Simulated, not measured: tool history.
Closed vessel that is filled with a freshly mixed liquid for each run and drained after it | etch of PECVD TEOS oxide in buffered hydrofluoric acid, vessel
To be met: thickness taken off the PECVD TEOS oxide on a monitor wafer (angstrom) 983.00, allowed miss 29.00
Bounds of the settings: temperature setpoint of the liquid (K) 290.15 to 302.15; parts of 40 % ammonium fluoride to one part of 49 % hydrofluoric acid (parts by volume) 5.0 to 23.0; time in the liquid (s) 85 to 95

run,hour,temperature setpoint of the liquid (K),parts of 40 % ammonium fluoride to one part of 49 % hydrofluoric acid (parts by volume),time in the liquid (s),thickness taken off the PECVD TEOS oxide on a monitor wafer (angstrom)
1,0.0,294.15,14.0,85,689.62
2,6.8,294.15,12.0,85,826.17
3,8.9,291.15,12.0,85,695.28
4,9.6,292.15,12.0,85,735.72
5,13.9,293.15,12.0,85,776.40
6,21.3,293.15,12.0,95,873.00
7,24.2,293.65,12.0,95,889.33
8,31.8,294.15,12.0,95,921.53
9,33.9,294.65,12.0,95,936.91

Which of these 4 next moves meets every target?
A,36.0,291.15,10.5,95,?
B,36.0,293.15,11.5,95,?
C,36.0,296.65,12.0,90,?
D,36.0,294.65,11.5,90,?

move,thickness taken off the PECVD TEOS oxide on a monitor wafer (angstrom)
A,879.87
B,901.23
C,994.15
D,928.24
A: further off than the last run
B: further off than the last run
C: meets every target
D: further off than the last run
The right move is C.
